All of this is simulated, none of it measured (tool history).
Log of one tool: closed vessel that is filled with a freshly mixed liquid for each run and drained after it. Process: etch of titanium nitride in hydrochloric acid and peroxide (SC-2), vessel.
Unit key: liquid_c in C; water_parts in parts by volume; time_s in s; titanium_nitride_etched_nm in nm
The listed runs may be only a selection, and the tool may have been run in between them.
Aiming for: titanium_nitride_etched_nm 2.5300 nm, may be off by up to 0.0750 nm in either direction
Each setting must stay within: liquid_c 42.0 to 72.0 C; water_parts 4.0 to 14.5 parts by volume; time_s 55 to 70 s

| run | hour | liquid_c | water_parts | time_s | titanium_nitride_etched_nm |
|---|---|---|---|---|---|
| 1 | 0.0 | 58.0 | 8.0 | 70 | 3.1642 |
| 2 | 1.6 | 57.0 | 8.0 | 70 | 2.9279 |
| 3 | 5.9 | 57.0 | 7.0 | 70 | 3.2006 |
| 4 | 9.5 | 56.0 | 7.0 | 70 | 3.0793 |
| 5 | 18.7 | 55.0 | 7.0 | 70 | 2.8422 |
| 6 | 23.7 | 61.5 | 7.0 | 70 | 4.3425 |
| 7 | 25.1 | 59.5 | 7.0 | 70 | 3.8200 |
| 8 | 27.0 | 58.0 | 7.0 | 70 | 3.4812 |

Below are 4 possible settings for the next run. Only one of them brings all results inside the allowed miss of their targets. Which is it?
| A | 28.9 | 57.0 | 7.0 | 60 | ? |
| B | 28.9 | 54.0 | 6.5 | 65 | ? |
| C | 28.9 | 48.0 | 4.0 | 65 | ? |
| D | 28.9 | 58.0 | 8.5 | 65 | ? |

| move | titanium_nitride_etched_nm |
|---|---|
| A | 2.7712 |
| B | 2.6198 |
| C | 2.4937 |
| D | 2.7425 |
A: moves toward the targets from the last run without getting all of them in spec
B: moves toward the targets from the last run without getting all of them in spec
C: every result within its allowed miss
D: moves toward the targets from the last run without getting all of them in spec
The move that meets every target is C.
